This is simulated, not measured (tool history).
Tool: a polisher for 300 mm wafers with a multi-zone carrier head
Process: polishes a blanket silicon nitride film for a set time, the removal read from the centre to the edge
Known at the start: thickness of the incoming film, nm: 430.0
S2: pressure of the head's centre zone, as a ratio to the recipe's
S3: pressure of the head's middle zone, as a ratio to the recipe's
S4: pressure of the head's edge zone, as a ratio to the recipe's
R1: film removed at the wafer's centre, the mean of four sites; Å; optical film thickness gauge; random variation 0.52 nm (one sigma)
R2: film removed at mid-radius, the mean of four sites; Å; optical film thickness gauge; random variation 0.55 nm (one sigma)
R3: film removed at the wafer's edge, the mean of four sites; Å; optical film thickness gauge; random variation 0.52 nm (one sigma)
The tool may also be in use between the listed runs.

Run 1, hour 0: flow of slurry (ml/min) 155, S2 1, S3 1, S4 1, polishing time (s) 48. Result: R1 574.18 Å, R2 571.38 Å, R3 570.45 Å.
Run 2, hour 3.2: flow of slurry (ml/min) 155, S2 1.05, S3 1, S4 1, polishing time (s) 48. Result: R1 605.43 Å, R2 559.46 Å, R3 566.62 Å.
Run 3, hour 7.2: flow of slurry (ml/min) 155, S2 1.04, S3 1.01, S4 0.98, polishing time (s) 44. Result: R1 541.95 Å, R2 529.33 Å, R3 522.14 Å.
Run 4, hour 11.8: flow of slurry (ml/min) 155, S2 1.04, S3 0.96, S4 0.98, polishing time (s) 44. Result: R1 543.12 Å, R2 517.16 Å, R3 526.81 Å.
Run 5, hour 13.3: flow of slurry (ml/min) 155, S2 1.04, S3 0.96, S4 0.98, polishing time (s) 35. Result: R1 439.8 Å, R2 413.37 Å, R3 414.6 Å.
Run 6, hour 16.7: flow of slurry (ml/min) 155, S2 1.04, S3 0.98, S4 0.96, polishing time (s) 34. Result: R1 426.35 Å, R2 393.27 Å, R3 403.27 Å.
Run 7, hour 24.2: flow of slurry (ml/min) 200, S2 0.98, S3 1.08, S4 0.88, polishing time (s) 27. Result: R1 324.88 Å, R2 363.95 Å, R3 309.24 Å.

Run 8 comes next. What will it give?
Run 8, hour 32.3: flow of slurry (ml/min) 200, S2 0.98, S3 1.08, S4 0.88, polishing time (s) 27. Result: R1 ?, R2 ?, R3 ?.

R1: 324.44 Å
R2: 353.36 Å
R3: 310.67 Å
